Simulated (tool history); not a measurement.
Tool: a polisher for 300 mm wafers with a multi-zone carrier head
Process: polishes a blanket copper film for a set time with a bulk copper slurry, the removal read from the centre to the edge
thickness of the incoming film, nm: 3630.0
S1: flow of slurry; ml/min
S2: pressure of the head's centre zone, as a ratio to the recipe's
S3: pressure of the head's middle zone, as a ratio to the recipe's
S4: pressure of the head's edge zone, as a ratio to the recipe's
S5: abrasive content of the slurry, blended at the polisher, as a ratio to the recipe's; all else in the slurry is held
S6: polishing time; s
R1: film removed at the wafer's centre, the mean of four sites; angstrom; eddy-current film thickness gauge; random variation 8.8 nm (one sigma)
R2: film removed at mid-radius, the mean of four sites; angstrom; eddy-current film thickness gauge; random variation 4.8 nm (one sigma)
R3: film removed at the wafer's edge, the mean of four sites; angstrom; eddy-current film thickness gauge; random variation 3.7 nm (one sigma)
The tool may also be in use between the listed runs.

Run 1, hour 0.0: S1 245 ml/min, S2 1.00, S3 1.00, S4 1.00, S5 1.00, S6 40 s. Result: R1 5100.6 angstrom, R2 5031.0 angstrom, R3 5001.9 angstrom.
Run 2, hour 7.3: S1 245 ml/min, S2 1.05, S3 1.00, S4 1.00, S5 1.00, S6 40 s. Result: R1 5404.0 angstrom, R2 5077.0 angstrom, R3 5010.9 angstrom.
Run 3, hour 10.1: S1 260 ml/min, S2 1.07, S3 1.04, S4 1.03, S5 1.05, S6 40 s. Result: R1 5553.7 angstrom, R2 5272.8 angstrom, R3 5156.7 angstrom.
Run 4, hour 10.8: S1 260 ml/min, S2 1.07, S3 1.04, S4 1.03, S5 1.05, S6 31 s. Result: R1 4338.0 angstrom, R2 4113.5 angstrom, R3 3999.5 angstrom.
Run 5, hour 19.3: S1 295 ml/min, S2 1.07, S3 1.04, S4 1.03, S5 1.05, S6 31 s. Result: R1 4465.4 angstrom, R2 4130.7 angstrom, R3 4044.2 angstrom.
Run 6, hour 25.7: S1 295 ml/min, S2 1.08, S3 1.07, S4 1.04, S5 1.15, S6 33 s. Result: R1 4757.0 angstrom, R2 4623.5 angstrom, R3 4416.3 angstrom.
Run 7, hour 28.8: S1 305 ml/min, S2 1.11, S3 1.09, S4 1.05, S5 1.25, S6 34 s. Result: R1 5144.7 angstrom, R2 4985.3 angstrom, R3 4675.6 angstrom.
Run 8, hour 35.0: S1 310 ml/min, S2 1.13, S3 1.11, S4 1.07, S5 1.30, S6 35 s. Result: R1 5429.9 angstrom, R2 5275.4 angstrom, R3 4896.9 angstrom.

Run 9 comes next. What will it give?
Run 9, hour 37.8: S1 315 ml/min, S2 1.14, S3 1.13, S4 1.09, S5 1.35, S6 36 s. Result: R1 ?, R2 ?, R3 ?.

Run 9 gave R1 5942.5 angstrom, R2 5515.1 angstrom, R3 5140.5 angstrom.
